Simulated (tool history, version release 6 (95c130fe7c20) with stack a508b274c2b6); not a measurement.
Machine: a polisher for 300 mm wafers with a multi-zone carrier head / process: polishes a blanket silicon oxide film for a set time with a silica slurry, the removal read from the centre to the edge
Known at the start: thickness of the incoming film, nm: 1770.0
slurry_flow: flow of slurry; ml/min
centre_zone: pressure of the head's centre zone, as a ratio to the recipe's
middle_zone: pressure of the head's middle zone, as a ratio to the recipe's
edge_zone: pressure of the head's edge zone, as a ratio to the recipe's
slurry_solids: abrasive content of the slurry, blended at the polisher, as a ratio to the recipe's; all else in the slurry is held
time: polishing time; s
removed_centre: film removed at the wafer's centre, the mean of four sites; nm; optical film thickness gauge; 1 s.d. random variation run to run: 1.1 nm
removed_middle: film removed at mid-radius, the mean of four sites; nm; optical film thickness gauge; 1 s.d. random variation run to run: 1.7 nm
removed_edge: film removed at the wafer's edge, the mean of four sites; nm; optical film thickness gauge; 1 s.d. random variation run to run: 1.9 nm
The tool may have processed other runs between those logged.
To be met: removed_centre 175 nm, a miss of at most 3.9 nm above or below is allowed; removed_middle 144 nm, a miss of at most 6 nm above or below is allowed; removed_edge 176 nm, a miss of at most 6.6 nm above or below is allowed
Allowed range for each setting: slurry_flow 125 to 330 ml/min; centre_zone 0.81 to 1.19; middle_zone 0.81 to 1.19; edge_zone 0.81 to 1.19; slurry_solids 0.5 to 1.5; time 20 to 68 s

run 1 hour=0 | slurry_flow=210 centre_zone=1 middle_zone=1 edge_zone=1 slurry_solids=1 time=44 | removed_centre=230.66 removed_middle=240.97 removed_edge=242.6
run 2 hour=2.2 | slurry_flow=200 centre_zone=1.02 middle_zone=0.94 edge_zone=1 slurry_solids=0.85 time=43 | removed_centre=211.06 removed_middle=199.16 removed_edge=218.79
run 3 hour=9.3 | slurry_flow=200 centre_zone=1.02 middle_zone=1.01 edge_zone=1 slurry_solids=0.85 time=43 | removed_centre=209.7 removed_middle=216.87 removed_edge=212.45
run 4 hour=16.9 | slurry_flow=200 centre_zone=0.96 middle_zone=1.01 edge_zone=1 slurry_solids=0.85 time=43 | removed_centre=198.62 removed_middle=211.42 removed_edge=210.76
run 5 hour=24.7 | slurry_flow=200 centre_zone=0.96 middle_zone=1.01 edge_zone=1 slurry_solids=0.95 time=43 | removed_centre=208.95 removed_middle=226.73 removed_edge=227.29
run 6 hour=33.2 | slurry_flow=200 centre_zone=0.96 middle_zone=0.94 edge_zone=1 slurry_solids=0.95 time=43 | removed_centre=208.95 removed_middle=216.46 removed_edge=226
run 7 hour=39.4 | slurry_flow=190 centre_zone=0.98 middle_zone=0.9 edge_zone=1 slurry_solids=0.8 time=43 | removed_centre=190.02 removed_middle=186.56 removed_edge=201.43
run 8 hour=47.4 | slurry_flow=140 centre_zone=1.08 middle_zone=0.81 edge_zone=1.08 slurry_solids=0.6 time=43 | removed_centre=166.6 removed_middle=134.04 removed_edge=168.83
run 9 hour=50.6 | slurry_flow=150 centre_zone=1.08 middle_zone=0.82 edge_zone=1.08 slurry_solids=0.6 time=43 | removed_centre=170.06 removed_middle=137.88 removed_edge=170.71
run 10 hour=57.7 | slurry_flow=155 centre_zone=1.08 middle_zone=0.82 edge_zone=1.08 slurry_solids=0.6 time=43 | removed_centre=171.64 removed_middle=138.66 removed_edge=172.23
run 11 hour=60.7 | slurry_flow=160 centre_zone=1.08 middle_zone=0.82 edge_zone=1.08 slurry_solids=0.6 time=43 | removed_centre=169.84 removed_middle=139.86 removed_edge=171.06

4 candidate next runs follow, results not yet known. Just one meets every target within its allowed miss. Identify it.
run A hour=63.7 | slurry_flow=195 centre_zone=1.04 middle_zone=0.81 edge_zone=1.01 slurry_solids=0.65 time=42 | removed_centre=? removed_middle=? removed_edge=?
run B hour=63.7 | slurry_flow=210 centre_zone=1.15 middle_zone=0.94 edge_zone=1.13 slurry_solids=0.5 time=46 | removed_centre=? removed_middle=? removed_edge=?
run C hour=63.7 | slurry_flow=135 centre_zone=1.02 middle_zone=0.84 edge_zone=1.06 slurry_solids=0.65 time=41 | removed_centre=? removed_middle=? removed_edge=?
run D hour=63.7 | slurry_flow=215 centre_zone=1.05 middle_zone=0.89 edge_zone=1.04 slurry_solids=0.6 time=40 | removed_centre=? removed_middle=? removed_edge=?

move=A removed_centre=175.08 removed_middle=144.99 removed_edge=179.47
move=B removed_centre=174.56 removed_middle=147.31 removed_edge=167.8
move=C removed_centre=158.32 removed_middle=138.59 removed_edge=171.83
move=D removed_centre=160.94 removed_middle=142.32 removed_edge=164.2
A: in spec on every target
B: puts the biggest miss on target and leaves a different result outside tolerance
C: its largest miss is bigger than the last run's
D: its largest miss is bigger than the last run's
Go with A: it meets all targets.

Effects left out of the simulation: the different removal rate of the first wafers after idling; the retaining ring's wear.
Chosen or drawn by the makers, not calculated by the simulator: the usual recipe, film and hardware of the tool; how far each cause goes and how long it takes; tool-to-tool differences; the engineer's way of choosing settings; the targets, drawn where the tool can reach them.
